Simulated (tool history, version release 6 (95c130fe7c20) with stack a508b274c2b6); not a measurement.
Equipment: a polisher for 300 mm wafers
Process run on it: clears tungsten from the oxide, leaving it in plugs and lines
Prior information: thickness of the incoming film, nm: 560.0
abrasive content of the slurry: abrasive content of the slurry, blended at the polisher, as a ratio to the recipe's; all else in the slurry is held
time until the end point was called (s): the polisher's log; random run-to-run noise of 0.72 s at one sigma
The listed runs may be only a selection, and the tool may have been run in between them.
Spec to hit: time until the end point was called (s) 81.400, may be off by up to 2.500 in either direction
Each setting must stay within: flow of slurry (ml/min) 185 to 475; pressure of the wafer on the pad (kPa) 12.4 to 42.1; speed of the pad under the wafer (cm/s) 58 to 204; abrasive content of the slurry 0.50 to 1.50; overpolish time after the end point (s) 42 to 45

| run | day | flow of slurry (ml/min) | pressure of the wafer on the pad (kPa) | speed of the pad under the wafer (cm/s) | abrasive content of the slurry | overpolish time after the end point (s) | time until the end point was called (s) |
|---|---|---|---|---|---|---|---|
| 1 | 0.000 | 305 | 26.9 | 130 | 1.00 | 42 | 108.070 |
| 2 | 0.275 | 305 | 28.3 | 130 | 1.00 | 42 | 102.880 |
| 3 | 0.438 | 305 | 29.6 | 130 | 1.00 | 42 | 98.869 |
| 4 | 0.675 | 265 | 29.6 | 130 | 1.00 | 42 | 100.220 |
| 5 | 0.729 | 265 | 29.6 | 130 | 1.00 | 45 | 99.807 |
| 6 | 0.950 | 270 | 31.0 | 130 | 1.00 | 45 | 96.127 |
| 7 | 1.108 | 275 | 31.7 | 130 | 1.00 | 45 | 94.248 |
| 8 | 1.233 | 275 | 32.4 | 130 | 1.00 | 45 | 91.822 |
| 9 | 1.312 | 275 | 33.1 | 130 | 1.00 | 45 | 89.496 |
| 10 | 1.400 | 275 | 33.8 | 130 | 1.00 | 45 | 87.744 |
| 11 | 1.617 | 275 | 34.5 | 130 | 1.00 | 45 | 86.237 |

4 candidate next runs follow, results not yet known. Just one meets every target within its allowed miss. Identify it.
| A | 1.833 | 280 | 37.2 | 122 | 0.95 | 42 | ? |
| B | 1.833 | 285 | 34.5 | 138 | 1.00 | 42 | ? |
| C | 1.833 | 285 | 26.9 | 152 | 1.05 | 42 | ? |
| D | 1.833 | 310 | 28.3 | 160 | 0.85 | 45 | ? |

| move | time until the end point was called (s) |
|---|---|
| A | 87.413 |
| B | 82.032 |
| C | 92.446 |
| D | 88.280 |
A: further off than the last run
B: every result lands within tolerance
C: further off than the last run
D: further off than the last run
So the answer is move B, the one that meets all the targets.

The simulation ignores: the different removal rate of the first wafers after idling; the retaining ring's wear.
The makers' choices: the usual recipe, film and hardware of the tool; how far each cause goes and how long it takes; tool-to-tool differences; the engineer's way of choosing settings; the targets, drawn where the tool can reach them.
